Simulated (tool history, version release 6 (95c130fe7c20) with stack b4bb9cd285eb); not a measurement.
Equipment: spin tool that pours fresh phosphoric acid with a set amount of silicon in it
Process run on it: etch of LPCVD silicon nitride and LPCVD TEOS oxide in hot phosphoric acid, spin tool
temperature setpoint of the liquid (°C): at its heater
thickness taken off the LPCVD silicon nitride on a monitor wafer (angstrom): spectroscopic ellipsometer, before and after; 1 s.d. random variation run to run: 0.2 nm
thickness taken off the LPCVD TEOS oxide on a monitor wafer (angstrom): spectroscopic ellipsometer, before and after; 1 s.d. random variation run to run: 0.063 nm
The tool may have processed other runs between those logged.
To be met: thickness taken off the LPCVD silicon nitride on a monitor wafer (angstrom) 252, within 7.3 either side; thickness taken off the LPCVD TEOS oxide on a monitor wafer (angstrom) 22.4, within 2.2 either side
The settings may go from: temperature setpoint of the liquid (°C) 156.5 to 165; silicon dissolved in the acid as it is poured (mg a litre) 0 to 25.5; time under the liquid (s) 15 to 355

run    day  temperature setpoint of the liquid (°C)  silicon dissolved in the acid as it is poured (mg a litre)  time under the liquid (s)  thickness taken off the LPCVD silicon nitride on a monitor wafer (angstrom)  thickness taken off the LPCVD TEOS oxide on a monitor wafer (angstrom)
  1      0                                      160                                                          11                        180                                                                       147.11                                                                  10.956
  2  0.283                                    160.5                                                        10.5                        195                                                                       161.29                                                                  12.004
  3  0.588                                      159                                                        10.5                        195                                                                        155.4                                                                  11.463
  4  0.842                                    159.5                                                         9.5                        205                                                                       164.66                                                                  12.094
  5  0.929                                      158                                                         9.5                        205                                                                       157.35                                                                  11.693
  6  0.975                                      158                                                         9.5                        150                                                                       116.05                                                                  8.0125
  7  1.008                                      159                                                         9.5                        170                                                                       137.49                                                                  9.7947
  8  1.279                                      160                                                         8.5                        185                                                                       154.87                                                                  11.588
  9  1.567                                    160.5                                                           7                        195                                                                       162.37                                                                  13.252
 10  1.729                                      161                                                         7.5                        205                                                                       173.99                                                                  13.706

Exactly one of the 4 candidate moves below puts every result within its allowed miss. Which one?
  A  1.892                                      162                                                         5.5                        285                                                                            ?                                                                       ?
  B  1.892                                      160                                                          10                        280                                                                            ?                                                                       ?
  C  1.892                                    162.5                                                         3.5                        265                                                                            ?                                                                       ?
  D  1.892                                    162.5                                                         3.5                        255                                                                            ?                                                                       ?

move  thickness taken off the LPCVD silicon nitride on a monitor wafer (angstrom)  thickness taken off the LPCVD TEOS oxide on a monitor wafer (angstrom)
   A                                                                        250.4                                                                  21.893
   B                                                                        230.1                                                                  16.872
   C                                                                       236.73                                                                   21.97
   D                                                                        227.8                                                                  21.141
A: all results land within tolerance of their targets
B: moves toward the targets from the last run without getting all of them in spec
C: moves toward the targets from the last run without getting all of them in spec
D: moves toward the targets from the last run without getting all of them in spec
Correct choice: A, which meets every target

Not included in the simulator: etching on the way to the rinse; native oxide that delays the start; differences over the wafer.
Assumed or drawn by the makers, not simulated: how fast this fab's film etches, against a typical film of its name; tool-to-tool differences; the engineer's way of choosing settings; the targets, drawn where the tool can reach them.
